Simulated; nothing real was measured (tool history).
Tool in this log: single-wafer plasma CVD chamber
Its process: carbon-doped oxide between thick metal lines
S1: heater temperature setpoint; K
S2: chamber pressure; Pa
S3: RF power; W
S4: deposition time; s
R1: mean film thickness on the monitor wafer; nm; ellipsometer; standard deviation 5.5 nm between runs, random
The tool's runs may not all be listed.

run,day,S1,S2,S3,S4,R1
1,0,598.15,796,665,138,843.08
2,0.221,596.15,816,685,138,852.21
3,0.392,596.15,869,685,138,864.51
4,0.55,607.15,869,685,138,832.39
5,0.75,605.15,885,710,138,854.14
6,1.042,605.15,987,710,138,869.38

Run 7 comes next. What will it give?
7,1.129,603.15,1008,725,138,?

{"run 7": {"R1": 882.3}}
